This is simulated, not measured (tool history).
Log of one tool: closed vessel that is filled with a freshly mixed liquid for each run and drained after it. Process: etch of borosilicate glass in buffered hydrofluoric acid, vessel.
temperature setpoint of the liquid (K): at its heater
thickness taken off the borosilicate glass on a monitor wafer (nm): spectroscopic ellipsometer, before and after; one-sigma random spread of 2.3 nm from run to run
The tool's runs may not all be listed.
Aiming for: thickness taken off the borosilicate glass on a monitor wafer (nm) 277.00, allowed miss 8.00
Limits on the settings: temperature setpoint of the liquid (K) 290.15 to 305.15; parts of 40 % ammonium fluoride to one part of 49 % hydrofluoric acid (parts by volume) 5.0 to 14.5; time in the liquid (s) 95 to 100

run	hour	temperature setpoint of the liquid (K)	parts of 40 % ammonium fluoride to one part of 49 % hydrofluoric acid (parts by volume)	time in the liquid (s)	thickness taken off the borosilicate glass on a monitor wafer (nm)
1	0.0	298.15	9.0	95	145.60
2	6.9	298.15	10.5	95	131.84
3	14.9	299.15	9.5	95	151.89
4	21.0	300.15	9.0	95	167.03
5	22.8	301.15	8.5	95	183.97
6	28.1	303.65	8.5	95	209.83
7	32.3	303.65	8.0	95	223.65
8	33.6	303.65	8.0	95	227.14
9	34.6	304.65	7.5	95	254.48

4 next moves are on the table. One of them brings every result within its allowed miss. Which?
A	35.6	305.15	7.5	95	?
B	35.6	303.65	6.5	95	?
C	35.6	305.15	6.5	95	?
D	35.6	305.15	7.0	100	?

move	thickness taken off the borosilicate glass on a monitor wafer (nm)
A	262.49
B	280.17
C	302.42
D	298.03
A: an improvement on the last run, though not all results are within tolerance
B: all results land within tolerance of their targets
C: takes the biggest miss from the last run beyond its target
D: takes the biggest miss from the last run beyond its target
So the answer is move B, the one that meets all the targets.
